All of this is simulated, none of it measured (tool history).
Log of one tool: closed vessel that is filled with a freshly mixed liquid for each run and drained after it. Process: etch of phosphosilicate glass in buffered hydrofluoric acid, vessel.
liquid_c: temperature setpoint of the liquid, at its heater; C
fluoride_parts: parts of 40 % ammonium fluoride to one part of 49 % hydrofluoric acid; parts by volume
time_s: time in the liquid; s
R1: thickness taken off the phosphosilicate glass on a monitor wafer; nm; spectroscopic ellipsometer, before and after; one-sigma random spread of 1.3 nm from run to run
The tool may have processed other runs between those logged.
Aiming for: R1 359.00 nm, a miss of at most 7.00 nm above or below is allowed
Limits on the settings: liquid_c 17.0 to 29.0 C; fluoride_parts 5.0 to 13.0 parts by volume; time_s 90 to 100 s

{"run": 1, "hour": 0.0, "liquid_c": 21.0, "fluoride_parts": 8.0, "time_s": 90, "R1": 375.75}
{"run": 2, "hour": 3.8, "liquid_c": 19.0, "fluoride_parts": 8.0, "time_s": 90, "R1": 338.0}
{"run": 3, "hour": 6.8, "liquid_c": 19.0, "fluoride_parts": 7.0, "time_s": 90, "R1": 387.14}
{"run": 4, "hour": 13.5, "liquid_c": 19.0, "fluoride_parts": 7.0, "time_s": 90, "R1": 386.84}
{"run": 5, "hour": 22.3, "liquid_c": 17.0, "fluoride_parts": 7.0, "time_s": 90, "R1": 346.76}
{"run": 6, "hour": 28.0, "liquid_c": 17.0, "fluoride_parts": 8.0, "time_s": 90, "R1": 301.59}
{"run": 7, "hour": 35.1, "liquid_c": 18.0, "fluoride_parts": 8.0, "time_s": 90, "R1": 317.21}
{"run": 8, "hour": 41.3, "liquid_c": 18.5, "fluoride_parts": 8.0, "time_s": 90, "R1": 328.51}
{"run": 9, "hour": 47.9, "liquid_c": 19.0, "fluoride_parts": 8.0, "time_s": 90, "R1": 336.26}
{"hour": 51.2, "done": "thermometer replaced"}
{"run": 10, "hour": 51.2, "liquid_c": 19.5, "fluoride_parts": 8.0, "time_s": 90, "R1": 385.11}
{"run": 11, "hour": 55.4, "liquid_c": 19.0, "fluoride_parts": 8.0, "time_s": 90, "R1": 372.25}

Next run, 5 choices. One meets every target within its allowed miss, the rest don't. Which?
{"run": "A", "hour": 59.6, "liquid_c": 17.0, "fluoride_parts": 7.5, "time_s": 100, "R1": "?"}
{"run": "B", "hour": 59.6, "liquid_c": 17.5, "fluoride_parts": 7.5, "time_s": 95, "R1": "?"}
{"run": "C", "hour": 59.6, "liquid_c": 20.5, "fluoride_parts": 8.5, "time_s": 90, "R1": "?"}
{"run": "D", "hour": 59.6, "liquid_c": 18.5, "fluoride_parts": 8.5, "time_s": 95, "R1": "?"}
{"run": "E", "hour": 59.6, "liquid_c": 20.0, "fluoride_parts": 8.0, "time_s": 90, "R1": "?"}

move=A R1=394.86
move=B R1=385.96
move=C R1=378.05
move=D R1=356.67
move=E R1=392.62
A: the biggest miss grows against the last run
B: the biggest miss grows against the last run
C: the biggest miss grows against the last run
D: all results land within tolerance of their targets
E: the biggest miss grows against the last run
Correct choice: D, which meets every target

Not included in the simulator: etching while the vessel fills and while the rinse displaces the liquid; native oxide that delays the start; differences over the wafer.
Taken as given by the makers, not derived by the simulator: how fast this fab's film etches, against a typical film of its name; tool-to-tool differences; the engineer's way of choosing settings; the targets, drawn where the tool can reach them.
